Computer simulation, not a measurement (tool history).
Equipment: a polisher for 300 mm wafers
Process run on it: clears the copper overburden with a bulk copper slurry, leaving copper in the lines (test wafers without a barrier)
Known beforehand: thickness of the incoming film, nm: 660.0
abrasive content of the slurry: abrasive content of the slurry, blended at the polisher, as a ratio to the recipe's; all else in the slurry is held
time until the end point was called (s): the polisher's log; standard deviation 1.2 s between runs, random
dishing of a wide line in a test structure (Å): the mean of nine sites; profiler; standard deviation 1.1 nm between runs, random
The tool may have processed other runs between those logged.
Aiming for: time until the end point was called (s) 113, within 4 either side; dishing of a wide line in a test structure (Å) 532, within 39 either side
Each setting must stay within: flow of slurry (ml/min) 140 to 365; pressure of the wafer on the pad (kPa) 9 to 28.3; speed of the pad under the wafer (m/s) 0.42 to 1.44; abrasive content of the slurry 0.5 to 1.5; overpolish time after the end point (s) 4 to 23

run,day,flow of slurry (ml/min),pressure of the wafer on the pad (kPa),speed of the pad under the wafer (m/s),abrasive content of the slurry,overpolish time after the end point (s),time until the end point was called (s),dishing of a wide line in a test structure (Å)
1,0,235,18.6,0.92,1,12,92.102,595.25
2,0.079,235,18.6,0.92,1,14,91.495,673.37
3,0.142,235,18.6,1.1,1,14,75.376,749.57
4,0.404,235,17.9,1.1,1,14,78.435,704.59
5,0.704,235,16.5,1.1,1,14,86.237,654.1
6,1.062,235,15.9,1.1,1,14,88.471,669.7
7,1.354,235,15.2,1.1,1,14,94.695,629.26
8,1.425,235,13.8,1.1,1,14,102.96,597.92
9,1.546,235,13.1,1.1,1,13,107.29,526.21

Next run, 4 choices. One meets every target within its allowed miss, the rest don't. Which?
A,1.667,195,14.5,1.08,1,13,?,?
B,1.667,150,15.2,1.02,0.9,13,?,?
C,1.667,220,13.8,1.12,0.9,15,?,?
D,1.667,220,14.5,1.02,0.8,17,?,?

move,time until the end point was called (s),dishing of a wide line in a test structure (Å)
A,101.12,565.13
B,110.44,530.39
C,104.19,611.57
D,113.37,633.01
A: lands further from the targets than the last run did
B: all results land within tolerance of their targets
C: lands further from the targets than the last run did
D: puts the biggest miss on target and leaves a different result outside tolerance
So the answer is move B, the one that meets all the targets.
